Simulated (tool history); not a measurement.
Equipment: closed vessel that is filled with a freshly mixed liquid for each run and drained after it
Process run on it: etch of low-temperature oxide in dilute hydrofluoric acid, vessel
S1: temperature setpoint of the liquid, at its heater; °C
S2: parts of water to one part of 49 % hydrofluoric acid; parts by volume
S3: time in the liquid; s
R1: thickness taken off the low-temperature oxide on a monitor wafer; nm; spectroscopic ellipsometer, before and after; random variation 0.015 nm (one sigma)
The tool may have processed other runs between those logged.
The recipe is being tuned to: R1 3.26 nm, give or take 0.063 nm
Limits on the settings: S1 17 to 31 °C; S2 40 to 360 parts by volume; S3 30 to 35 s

run 1 hour=0 | S1=23 S2=200 S3=35 | R1=5.1898
run 2 hour=6.4 | S1=21 S2=215 S3=35 | R1=4.4085
run 3 hour=11.8 | S1=18 S2=215 S3=35 | R1=3.9367
run 4 hour=14.5 | S1=17.5 S2=225 S3=35 | R1=3.664
run 5 hour=16.2 | S1=17.5 S2=230 S3=35 | R1=3.5901
run 6 hour=25.3 | S1=17.5 S2=195 S3=35 | R1=4.3419
run 7 hour=26.7 | S1=17.5 S2=210 S3=35 | R1=3.9699
run 8 hour=35.9 | S1=17.5 S2=220 S3=35 | R1=3.7588
run 9 hour=43.2 | S1=17.5 S2=220 S3=35 | R1=3.7791

Which one of the following 4 next-run settings gets every result inside its allowed miss? There is exactly one.
run A hour=50.5 | S1=17.5 S2=235 S3=35 | R1=?
run B hour=50.5 | S1=20 S2=235 S3=30 | R1=?
run C hour=50.5 | S1=17 S2=205 S3=30 | R1=?
run D hour=50.5 | S1=17 S2=220 S3=30 | R1=?

move=A R1=3.4877
move=B R1=3.2906
move=C R1=3.4524
move=D R1=3.1737
A: an improvement on the last run, though not all results are within tolerance
B: each result inside its tolerance
C: an improvement on the last run, though not all results are within tolerance
D: takes the biggest miss from the last run beyond its target
The move that meets every target is B.

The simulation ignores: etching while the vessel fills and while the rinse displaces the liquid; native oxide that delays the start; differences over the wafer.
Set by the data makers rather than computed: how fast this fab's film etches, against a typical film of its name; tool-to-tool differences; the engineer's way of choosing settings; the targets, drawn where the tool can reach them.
